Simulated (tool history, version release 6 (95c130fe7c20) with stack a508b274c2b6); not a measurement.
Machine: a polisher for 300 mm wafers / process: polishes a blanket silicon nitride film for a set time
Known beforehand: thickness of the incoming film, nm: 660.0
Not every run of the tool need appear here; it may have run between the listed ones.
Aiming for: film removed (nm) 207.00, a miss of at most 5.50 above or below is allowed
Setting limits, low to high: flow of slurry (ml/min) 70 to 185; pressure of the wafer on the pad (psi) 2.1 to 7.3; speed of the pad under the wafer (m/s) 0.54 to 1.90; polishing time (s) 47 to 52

run  hour  flow of slurry (ml/min)  pressure of the wafer on the pad (psi)  speed of the pad under the wafer (m/s)  polishing time (s)  film removed (nm)
  1   0.0                      120                                     4.7                                    1.22                  52             142.95
  2   2.8                      125                                     4.8                                    1.22                  52             145.23
  3   6.4                      125                                     5.4                                    1.22                  52             161.14
  4  10.5                      125                                     4.6                                    1.22                  52             141.04
  5  14.0                      125                                     4.6                                    1.22                  47             128.20
  6  18.1                      125                                     5.7                                    1.22                  47             152.37
  7  19.6                      125                                     5.9                                    1.22                  47             156.30
     28.5  -- worn pad replaced by a new one
  8  28.5                      130                                     6.0                                    1.22                  47             173.91
  9  33.5                      135                                     6.0                                    1.22                  47             172.88
 10  37.1                      140                                     6.0                                    1.22                  47             174.59
 11  45.4                      145                                     6.0                                    1.22                  47             175.75
 12  52.3                      150                                     6.0                                    1.22                  47             177.50
 13  57.1                      155                                     6.0                                    1.22                  47             176.53
 14  65.6                      155                                     6.1                                    1.22                  47             178.54
 15  70.1                      175                                     6.8                                    1.22                  47             202.56

Of the 5 settings listed for the next run, only one would bring every result within its allowed miss of target. Which one?
  A  74.6                      170                                     7.1                                    1.14                  47                  ?
  B  74.6                      170                                     7.3                                    1.12                  49                  ?
  C  74.6                      185                                     5.6                                    1.28                  51                  ?
  D  74.6                      180                                     6.3                                    1.44                  48                  ?
  E  74.6                      175                                     5.9                                    1.34                  48                  ?

move  film removed (nm)
   A             195.18
   B             205.41
   C             193.29
   D             219.31
   E             195.29
A: its largest miss is bigger than the last run's
B: hits every target within its allowed miss
C: its largest miss is bigger than the last run's
D: takes the result that was furthest off past its target
E: its largest miss is bigger than the last run's
The move that meets every target is B.
